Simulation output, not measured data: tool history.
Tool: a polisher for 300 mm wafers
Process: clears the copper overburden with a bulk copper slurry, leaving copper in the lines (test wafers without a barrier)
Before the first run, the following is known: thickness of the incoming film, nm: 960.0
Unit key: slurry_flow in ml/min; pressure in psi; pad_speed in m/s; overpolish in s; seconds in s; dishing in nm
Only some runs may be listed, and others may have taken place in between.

Run 1, hour 0.0: slurry_flow 125 ml/min, pressure 3.0 psi, pad_speed 0.98 m/s, slurry_solids 1.0, overpolish 20 s. Result: seconds 101.47 s, dishing 81.435 nm.
Run 2, hour 6.6: slurry_flow 125 ml/min, pressure 3.0 psi, pad_speed 0.78 m/s, slurry_solids 1.0, overpolish 20 s. Result: seconds 128.79 s, dishing 69.818 nm.
Run 3, hour 10.9: slurry_flow 125 ml/min, pressure 2.9 psi, pad_speed 0.78 m/s, slurry_solids 1.0, overpolish 21 s. Result: seconds 132.20 s, dishing 74.796 nm.
Run 4, hour 19.0: slurry_flow 125 ml/min, pressure 2.8 psi, pad_speed 0.78 m/s, slurry_solids 1.0, overpolish 22 s. Result: seconds 137.00 s, dishing 70.684 nm.
Run 5, hour 21.5: slurry_flow 125 ml/min, pressure 2.7 psi, pad_speed 0.78 m/s, slurry_solids 1.0, overpolish 23 s. Result: seconds 141.43 s, dishing 70.441 nm.
Run 6, hour 23.5: slurry_flow 125 ml/min, pressure 2.6 psi, pad_speed 0.78 m/s, slurry_solids 1.0, overpolish 24 s. Result: seconds 146.25 s, dishing 70.210 nm.
Run 7, hour 28.6: slurry_flow 125 ml/min, pressure 2.6 psi, pad_speed 0.78 m/s, slurry_solids 1.0, overpolish 25 s. Result: seconds 147.62 s, dishing 70.088 nm.
Run 8, hour 31.9: slurry_flow 125 ml/min, pressure 2.6 psi, pad_speed 0.78 m/s, slurry_solids 1.0, overpolish 26 s. Result: seconds 152.28 s, dishing 76.052 nm.
At hour 37.9: slurry blender recalibrated.
Run 9, hour 37.9: slurry_flow 120 ml/min, pressure 2.4 psi, pad_speed 0.76 m/s, slurry_solids 1.0, overpolish 28 s. Result: seconds 157.17 s, dishing 75.034 nm.
Run 10, hour 39.7: slurry_flow 120 ml/min, pressure 2.4 psi, pad_speed 0.76 m/s, slurry_solids 1.0, overpolish 29 s. Result: seconds 158.39 s, dishing 73.454 nm.
Run 11, hour 46.6: slurry_flow 120 ml/min, pressure 2.4 psi, pad_speed 0.76 m/s, slurry_solids 1.0, overpolish 30 s. Result: seconds 156.08 s, dishing 75.172 nm.
Run 12, hour 50.8: slurry_flow 120 ml/min, pressure 2.4 psi, pad_speed 0.76 m/s, slurry_solids 1.0, overpolish 31 s. Result: seconds 158.64 s, dishing 76.412 nm.
Run 13, hour 52.4: slurry_flow 120 ml/min, pressure 2.4 psi, pad_speed 0.76 m/s, slurry_solids 1.0, overpolish 32 s. Result: seconds 153.86 s, dishing 77.915 nm.
Run 14, hour 61.4: slurry_flow 120 ml/min, pressure 2.3 psi, pad_speed 0.76 m/s, slurry_solids 1.0, overpolish 33 s. Result: seconds 161.43 s, dishing 76.199 nm.

Estimate the outcome of run 15 from the log above:
Run 15, hour 65.9: slurry_flow 120 ml/min, pressure 2.3 psi, pad_speed 0.76 m/s, slurry_solids 1.0, overpolish 34 s. Result: seconds ?, dishing ?.

Run 15 gave seconds 161.27 s, dishing 77.966 nm.

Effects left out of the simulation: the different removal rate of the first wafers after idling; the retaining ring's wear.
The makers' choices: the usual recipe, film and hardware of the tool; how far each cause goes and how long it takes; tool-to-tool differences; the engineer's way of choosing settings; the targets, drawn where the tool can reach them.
